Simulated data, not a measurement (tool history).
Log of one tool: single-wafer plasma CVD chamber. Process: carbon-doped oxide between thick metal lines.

run	hour	heater temperature setpoint (°C)	chamber pressure (mTorr)	RF power (W)	deposition time (s)	mean film thickness on the monitor wafer (Å)
1	0	365	5950	395	298	13368
2	5.6	361	5950	395	298	13525
3	10.6	363	5690	380	298	12813
4	12.7	354	5690	380	298	13147
5	17.4	354	5690	380	307	13574
6	25.1	345	5690	380	307	13863
7	31.5	346	5310	365	306	13186
8	36.9	347	4950	355	306	12540
9	42.9	348	4670	355	306	12293
10	43.6	349	4470	355	306	12130
11	44.5	350	4310	355	306	12048
12	46.2	350	4310	355	306	12044
13	54	351	4160	355	306	11966
14	61.5	351	4020	355	306	11825

Run 15 is up next; what results do you expect?
15	68.8	351	3930	355	306	?

Run 15 yielded mean film thickness on the monitor wafer (Å) 11765.

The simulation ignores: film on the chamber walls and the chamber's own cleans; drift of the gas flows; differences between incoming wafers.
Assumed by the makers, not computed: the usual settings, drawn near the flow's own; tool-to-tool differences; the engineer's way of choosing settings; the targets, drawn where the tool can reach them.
